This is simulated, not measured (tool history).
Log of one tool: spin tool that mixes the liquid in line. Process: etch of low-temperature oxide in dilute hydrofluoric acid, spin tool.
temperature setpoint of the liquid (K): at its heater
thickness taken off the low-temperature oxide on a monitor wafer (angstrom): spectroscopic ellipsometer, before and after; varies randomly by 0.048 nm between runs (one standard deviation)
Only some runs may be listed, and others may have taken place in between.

run,day,temperature setpoint of the liquid (K),parts of water to one part of 49 % hydrofluoric acid (parts by volume),time under the liquid (s),thickness taken off the low-temperature oxide on a monitor wafer (angstrom)
1,0.000,298.15,160,310,290.08
2,0.312,298.15,160,330,309.81
3,0.638,297.15,165,330,286.49
4,0.712,297.15,225,330,196.83
5,0.979,300.15,225,330,220.30
6,1.304,302.15,225,330,236.64
7,1.375,301.15,225,330,227.68
8,1.617,300.15,225,330,218.80
9,1.646,299.15,225,330,211.98

Run 10, settings as shown, results not yet in. Your forecast:
10,1.796,298.15,225,330,?

{"run 10": {"thickness taken off the low-temperature oxide on a monitor wafer (angstrom)": 204.06}}
